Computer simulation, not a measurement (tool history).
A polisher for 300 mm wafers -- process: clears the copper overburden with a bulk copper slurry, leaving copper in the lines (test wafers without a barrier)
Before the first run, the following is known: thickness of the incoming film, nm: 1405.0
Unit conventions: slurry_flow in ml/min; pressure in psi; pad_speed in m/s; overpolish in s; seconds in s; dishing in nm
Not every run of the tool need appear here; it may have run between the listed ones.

Run 1, day 0: slurry_flow 260 ml/min, pressure 3.1 psi, pad_speed 1.22 m/s, slurry_solids 1, overpolish 24 s. Result: seconds 116.59 s, dishing 64.034 nm.
Run 2, day 0.175: slurry_flow 260 ml/min, pressure 3.1 psi, pad_speed 1.32 m/s, slurry_solids 1, overpolish 24 s. Result: seconds 112.34 s, dishing 64.209 nm.
Run 3, day 0.508: slurry_flow 260 ml/min, pressure 3.1 psi, pad_speed 1.5 m/s, slurry_solids 1, overpolish 24 s. Result: seconds 95.618 s, dishing 67.276 nm.
Run 4, day 0.617: slurry_flow 220 ml/min, pressure 3.1 psi, pad_speed 1.5 m/s, slurry_solids 1, overpolish 24 s. Result: seconds 97.235 s, dishing 65.837 nm.
Run 5, day 0.638: slurry_flow 220 ml/min, pressure 3.3 psi, pad_speed 1.5 m/s, slurry_solids 1, overpolish 23 s. Result: seconds 94.002 s, dishing 67.311 nm.
Run 6, day 0.738: slurry_flow 220 ml/min, pressure 3.3 psi, pad_speed 1.5 m/s, slurry_solids 1, overpolish 29 s. Result: seconds 91.284 s, dishing 68.472 nm.
Run 7, day 0.762: slurry_flow 220 ml/min, pressure 3.3 psi, pad_speed 1.5 m/s, slurry_solids 1, overpolish 28 s. Result: seconds 94.053 s, dishing 69.73 nm.

The next listed run, before its measurement:
Run 8, day 0.929: slurry_flow 220 ml/min, pressure 3.3 psi, pad_speed 1.5 m/s, slurry_solids 1, overpolish 27 s. Result: seconds ?, dishing ?.

For run 8 the tool returned seconds 91.634 s, dishing 67.792 nm.
